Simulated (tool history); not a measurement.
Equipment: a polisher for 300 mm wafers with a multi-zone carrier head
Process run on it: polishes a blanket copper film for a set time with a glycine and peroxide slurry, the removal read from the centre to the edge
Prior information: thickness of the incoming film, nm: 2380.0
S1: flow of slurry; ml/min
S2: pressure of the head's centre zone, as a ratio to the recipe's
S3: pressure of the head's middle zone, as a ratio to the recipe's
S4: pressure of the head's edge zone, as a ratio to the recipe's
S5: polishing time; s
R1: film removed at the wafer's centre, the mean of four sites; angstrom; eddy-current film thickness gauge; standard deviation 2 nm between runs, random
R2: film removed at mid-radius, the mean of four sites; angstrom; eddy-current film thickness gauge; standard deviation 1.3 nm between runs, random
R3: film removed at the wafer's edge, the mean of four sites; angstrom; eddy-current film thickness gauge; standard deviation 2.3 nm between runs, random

run	day	S1	S2	S3	S4	S5	R1	R2	R3
1	0.000	270	1.00	1.00	1.00	43	2426.1	2404.2	2307.0
2	0.100	270	1.00	1.05	1.00	43	2377.0	2492.8	2295.5
3	0.333	320	1.00	1.05	1.00	43	2439.5	2559.4	2317.8
4	0.425	310	0.99	0.99	0.97	40	2224.4	2240.0	2187.8
5	0.538	295	1.01	0.97	0.94	38	2141.1	2127.1	2034.5
6	0.725	295	0.96	0.97	0.94	38	2038.5	2094.2	1972.4
7	1.029	275	0.97	0.93	0.91	37	2008.9	1983.9	1872.5
8	1.221	265	0.97	0.90	0.91	37	1979.7	1921.9	1912.4
9	1.267	255	0.99	0.87	0.89	36	1984.8	1791.9	1843.4
10	1.446	245	0.99	0.86	0.88	36	1939.3	1773.3	1857.0

Expected results for the next run?
11	1.550	265	1.03	0.84	0.84	34	?	?	?

Logged for run 11: R1 1957.1 angstrom, R2 1650.6 angstrom, R3 1697.0 angstrom.

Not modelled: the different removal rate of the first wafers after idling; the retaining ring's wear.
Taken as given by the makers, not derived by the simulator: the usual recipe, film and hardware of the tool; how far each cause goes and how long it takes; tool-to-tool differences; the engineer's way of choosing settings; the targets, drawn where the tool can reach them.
